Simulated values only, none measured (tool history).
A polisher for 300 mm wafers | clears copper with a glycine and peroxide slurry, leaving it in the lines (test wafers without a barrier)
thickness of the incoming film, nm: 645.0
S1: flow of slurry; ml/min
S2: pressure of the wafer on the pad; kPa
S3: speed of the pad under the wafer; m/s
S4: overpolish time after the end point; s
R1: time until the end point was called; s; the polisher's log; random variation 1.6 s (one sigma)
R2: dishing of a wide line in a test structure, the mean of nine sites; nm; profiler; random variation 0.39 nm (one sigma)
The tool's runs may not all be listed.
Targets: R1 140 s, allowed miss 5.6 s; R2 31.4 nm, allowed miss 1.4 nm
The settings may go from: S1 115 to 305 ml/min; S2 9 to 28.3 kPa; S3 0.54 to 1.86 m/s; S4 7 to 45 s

run 1 day=0 | S1=195 S2=18.6 S3=1.18 S4=23 | R1=107.48 R2=83.741
run 2 day=0.238 | S1=175 S2=16.5 S3=1.22 S4=19 | R1=116.83 R2=67.513
run 3 day=0.396 | S1=160 S2=14.5 S3=1.28 S4=16 | R1=125.43 R2=54.908
run 4 day=0.754 | S1=160 S2=18.6 S3=1.28 S4=16 | R1=102.34 R2=65.85
run 5 day=0.854 | S1=150 S2=16.5 S3=1.34 S4=14 | R1=106.77 R2=57.638
run 6 day=1.1 | S1=115 S2=16.5 S3=1.34 S4=14 | R1=111.81 R2=54.406
run 7 day=1.296 | S1=115 S2=14.5 S3=1.38 S4=12 | R1=122.73 R2=46.458
run 8 day=1.421 | S1=115 S2=13.1 S3=1.42 S4=11 | R1=128.05 R2=40.754
run 9 day=1.712 | S1=115 S2=12.4 S3=1.44 S4=10 | R1=127.04 R2=36.984
run 10 day=2.058 | S1=115 S2=11.7 S3=1.44 S4=10 | R1=136.83 R2=35.914
run 11 day=2.2 | S1=115 S2=11.7 S3=1.46 S4=9 | R1=137.73 R2=33.289
run 12 day=2.438 | S1=115 S2=11.7 S3=1.48 S4=9 | R1=132.84 R2=33.028

5 next moves are on the table. One of them brings every result within its allowed miss. Which?
run A day=2.675 | S1=125 S2=11 S3=1.46 S4=9 | R1=? R2=?
run B day=2.675 | S1=115 S2=10.3 S3=1.46 S4=11 | R1=? R2=?
run C day=2.675 | S1=160 S2=11.7 S3=1.34 S4=10 | R1=? R2=?
run D day=2.675 | S1=135 S2=9.7 S3=1.62 S4=10 | R1=? R2=?
run E day=2.675 | S1=115 S2=11 S3=1.4 S4=11 | R1=? R2=?

move=A R1=138.24 R2=31.356
move=B R1=145.86 R2=35.445
move=C R1=138.3 R2=34.447
move=D R1=138.21 R2=34.045
move=E R1=144.3 R2=35.9
A: meets every target
B: takes the result that was furthest off past its target
C: brings the result that was furthest off to its target, and leaves another outside
D: brings the result that was furthest off to its target, and leaves another outside
E: brings the result that was furthest off to its target, and leaves another outside
Answer: A
